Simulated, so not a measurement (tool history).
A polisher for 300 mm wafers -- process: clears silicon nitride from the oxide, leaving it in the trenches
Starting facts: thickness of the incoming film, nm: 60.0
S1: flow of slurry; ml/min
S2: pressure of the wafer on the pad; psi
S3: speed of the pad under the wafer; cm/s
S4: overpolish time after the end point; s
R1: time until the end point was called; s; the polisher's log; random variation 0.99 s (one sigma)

| run | hour | S1 | S2 | S3 | S4 | R1 |
|---|---|---|---|---|---|---|
| 1 | 0 | 235 | 3.2 | 82 | 14 | 84.669 |
| 2 | 1.4 | 235 | 3 | 82 | 14 | 88.017 |
| 3 | 5.6 | 235 | 2.8 | 82 | 14 | 93.882 |
| 4 | 7.4 | 235 | 2.7 | 82 | 14 | 95.28 |
| 5 | 10.1 | 235 | 2.6 | 82 | 14 | 99.483 |
| 6 | 18.5 | 235 | 2.9 | 82 | 14 | 91.482 |
| 7 | 21.4 | 235 | 2.9 | 82 | 14 | 91.61 |
| 8 | 28.8 | 235 | 2.8 | 82 | 14 | 94.834 |
| 9 | 36.1 | 235 | 2.7 | 82 | 14 | 95.558 |
| 10 | 38.9 | 225 | 1.9 | 82 | 14 | 126.29 |

Predict the results of run 11:
| 11 | 43.9 | 230 | 1.9 | 82 | 14 | ? |

{"run 11": {"R1": 125.37}}

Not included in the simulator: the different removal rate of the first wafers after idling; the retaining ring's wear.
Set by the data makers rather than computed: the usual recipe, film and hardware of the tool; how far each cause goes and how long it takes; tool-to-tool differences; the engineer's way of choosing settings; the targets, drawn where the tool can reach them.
